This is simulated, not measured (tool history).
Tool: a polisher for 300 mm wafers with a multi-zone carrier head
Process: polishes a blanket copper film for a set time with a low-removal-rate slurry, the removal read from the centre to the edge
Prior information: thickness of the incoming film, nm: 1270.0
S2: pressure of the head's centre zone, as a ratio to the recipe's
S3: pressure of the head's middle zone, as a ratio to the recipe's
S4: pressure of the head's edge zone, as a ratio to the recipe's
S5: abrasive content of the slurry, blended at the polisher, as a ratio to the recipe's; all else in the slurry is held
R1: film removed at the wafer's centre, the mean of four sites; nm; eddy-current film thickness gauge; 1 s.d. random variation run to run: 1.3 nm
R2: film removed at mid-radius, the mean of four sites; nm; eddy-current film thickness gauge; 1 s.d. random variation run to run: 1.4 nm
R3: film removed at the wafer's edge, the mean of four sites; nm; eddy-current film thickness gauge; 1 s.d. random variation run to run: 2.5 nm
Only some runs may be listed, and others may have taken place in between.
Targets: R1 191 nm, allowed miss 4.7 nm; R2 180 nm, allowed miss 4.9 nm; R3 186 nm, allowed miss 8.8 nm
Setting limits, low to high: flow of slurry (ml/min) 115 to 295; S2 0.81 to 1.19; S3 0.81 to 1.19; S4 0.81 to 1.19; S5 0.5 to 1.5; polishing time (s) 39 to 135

Run 1, hour 0: flow of slurry (ml/min) 190, S2 1, S3 1, S4 1, S5 1, polishing time (s) 87. Result: R1 319.1 nm, R2 312.92 nm, R3 303.12 nm.
Run 2, hour 1.7: flow of slurry (ml/min) 185, S2 0.98, S3 0.97, S4 0.97, S5 0.9, polishing time (s) 81. Result: R1 284.46 nm, R2 278.72 nm, R3 270.8 nm.
Run 3, hour 7.5: flow of slurry (ml/min) 170, S2 0.98, S3 0.97, S4 0.97, S5 0.9, polishing time (s) 81. Result: R1 278.03 nm, R2 272.11 nm, R3 268.86 nm.
Run 4, hour 12.3: flow of slurry (ml/min) 165, S2 0.97, S3 0.94, S4 0.94, S5 0.8, polishing time (s) 77. Result: R1 251.55 nm, R2 244.69 nm, R3 245.63 nm.
Run 5, hour 19: flow of slurry (ml/min) 165, S2 0.96, S3 0.92, S4 0.91, S5 0.75, polishing time (s) 74. Result: R1 239.11 nm, R2 228.29 nm, R3 229.49 nm.
Run 6, hour 21.1: flow of slurry (ml/min) 165, S2 0.96, S3 0.92, S4 0.98, S5 0.75, polishing time (s) 74. Result: R1 237.91 nm, R2 224.75 nm, R3 231.03 nm.
Run 7, hour 24.5: flow of slurry (ml/min) 170, S2 0.95, S3 0.9, S4 0.96, S5 0.7, polishing time (s) 72. Result: R1 226.68 nm, R2 210.3 nm, R3 221.69 nm.
Run 8, hour 26.5: flow of slurry (ml/min) 170, S2 0.94, S3 0.89, S4 0.93, S5 0.65, polishing time (s) 71. Result: R1 216.5 nm, R2 202.32 nm, R3 208.58 nm.
Run 9, hour 31.2: flow of slurry (ml/min) 175, S2 0.92, S3 0.88, S4 0.91, S5 0.6, polishing time (s) 71. Result: R1 209.92 nm, R2 197.22 nm, R3 198.86 nm.
Run 10, hour 39.5: flow of slurry (ml/min) 135, S2 0.86, S3 0.81, S4 0.87, S5 0.55, polishing time (s) 71. Result: R1 183.81 nm, R2 170.54 nm, R3 187.07 nm.

5 next moves are on the table. One of them brings every result within its allowed miss. Which?
Run A, hour 47.8: flow of slurry (ml/min) 140, S2 0.86, S3 0.91, S4 0.82, S5 0.5, polishing time (s) 71. Result: R1 ?, R2 ?, R3 ?.
Run B, hour 47.8: flow of slurry (ml/min) 165, S2 0.92, S3 0.95, S4 0.89, S5 0.5, polishing time (s) 66. Result: R1 ?, R2 ?, R3 ?.
Run C, hour 47.8: flow of slurry (ml/min) 160, S2 0.92, S3 0.81, S4 0.95, S5 0.6, polishing time (s) 62. Result: R1 ?, R2 ?, R3 ?.
Run D, hour 47.8: flow of slurry (ml/min) 120, S2 0.91, S3 0.85, S4 1.04, S5 0.85, polishing time (s) 58. Result: R1 ?, R2 ?, R3 ?.
Run E, hour 47.8: flow of slurry (ml/min) 180, S2 0.93, S3 0.89, S4 0.91, S5 0.7, polishing time (s) 61. Result: R1 ?, R2 ?, R3 ?.

move      R1      R2      R3
   A  179.88  184.58  176.65
   B  179.85  181.83  173.14
   C  178.44  158.83  177.84
   D  175.28  164.25  187.01
   E   188.9  179.54  181.73
A: the furthest-off result lands on target, but another misses its tolerance
B: the furthest-off result lands on target, but another misses its tolerance
C: further off than the last run
D: further off than the last run
E: meets every target
Move E is the one to make.

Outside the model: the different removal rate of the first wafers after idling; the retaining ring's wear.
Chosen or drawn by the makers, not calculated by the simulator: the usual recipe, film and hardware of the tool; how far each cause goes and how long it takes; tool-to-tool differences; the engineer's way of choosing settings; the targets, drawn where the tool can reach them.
